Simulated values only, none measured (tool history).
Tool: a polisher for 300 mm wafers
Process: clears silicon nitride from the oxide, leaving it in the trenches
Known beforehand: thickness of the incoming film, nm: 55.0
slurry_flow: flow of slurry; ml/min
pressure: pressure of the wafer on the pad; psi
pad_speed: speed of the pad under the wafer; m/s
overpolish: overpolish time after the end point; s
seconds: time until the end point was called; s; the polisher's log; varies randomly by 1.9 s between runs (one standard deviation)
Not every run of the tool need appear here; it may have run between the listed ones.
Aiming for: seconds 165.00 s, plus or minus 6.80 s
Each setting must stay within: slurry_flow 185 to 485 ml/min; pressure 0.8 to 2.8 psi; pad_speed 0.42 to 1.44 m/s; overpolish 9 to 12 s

run	hour	slurry_flow	pressure	pad_speed	overpolish	seconds
1	0.0	310	1.8	0.92	12	131.48
2	2.1	345	1.8	0.92	12	132.69
3	9.4	345	1.7	0.92	12	137.61
4	14.9	345	1.9	0.92	12	120.73
5	16.6	345	2.3	0.92	12	101.83
6	19.2	345	2.0	0.90	12	121.25
7	20.3	345	1.8	0.90	12	131.18
8	21.7	340	1.7	0.90	12	140.83
9	28.1	340	1.7	0.90	12	138.30
10	31.2	340	1.3	0.88	12	187.39
11	32.1	340	1.4	0.88	12	174.55

Pick the move, out of 5, that brings all results within their allowed miss; only one does.
A	33.0	290	1.6	0.82	9	?
B	33.0	410	1.6	0.88	9	?
C	33.0	340	1.4	1.02	12	?
D	33.0	485	1.4	1.02	12	?
E	33.0	325	1.2	0.88	9	?

move	seconds
A	163.23
B	149.14
C	151.35
D	147.57
E	200.33
A: all results land within tolerance of their targets
B: takes the biggest miss from the last run beyond its target
C: takes the biggest miss from the last run beyond its target
D: takes the biggest miss from the last run beyond its target
E: the biggest miss grows against the last run
The right move is A.
